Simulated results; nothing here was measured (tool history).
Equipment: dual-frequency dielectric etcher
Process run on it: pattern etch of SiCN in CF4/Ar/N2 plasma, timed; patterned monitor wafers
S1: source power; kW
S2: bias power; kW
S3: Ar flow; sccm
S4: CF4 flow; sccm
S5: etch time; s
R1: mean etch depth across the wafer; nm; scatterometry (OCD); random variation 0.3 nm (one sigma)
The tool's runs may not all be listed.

| run | day | S1 | S2 | S3 | S4 | S5 | R1 |
|---|---|---|---|---|---|---|---|
| 1 | 0 | 0.56 | 0.063 | 125 | 65 | 62 | 61.829 |
| 2 | 0.171 | 0.56 | 0.073 | 125 | 65 | 62 | 64.879 |
| 3 | 0.317 | 0.54 | 0.073 | 125 | 65 | 62 | 63.635 |
| 4 | 0.383 | 0.52 | 0.072 | 126 | 65 | 62 | 62.29 |
| 5 | 0.417 | 0.52 | 0.072 | 136 | 65 | 62 | 60.98 |
| 6 | 0.658 | 0.52 | 0.072 | 119 | 65 | 62 | 61.707 |
| 7 | 0.7 | 0.5 | 0.071 | 119 | 65 | 62 | 60.371 |

Run 8 is up next; what results do you expect?
| 8 | 0.729 | 0.39 | 0.06 | 128 | 62 | 61.5 | ? |

Run 8 gave R1 47.343 nm.

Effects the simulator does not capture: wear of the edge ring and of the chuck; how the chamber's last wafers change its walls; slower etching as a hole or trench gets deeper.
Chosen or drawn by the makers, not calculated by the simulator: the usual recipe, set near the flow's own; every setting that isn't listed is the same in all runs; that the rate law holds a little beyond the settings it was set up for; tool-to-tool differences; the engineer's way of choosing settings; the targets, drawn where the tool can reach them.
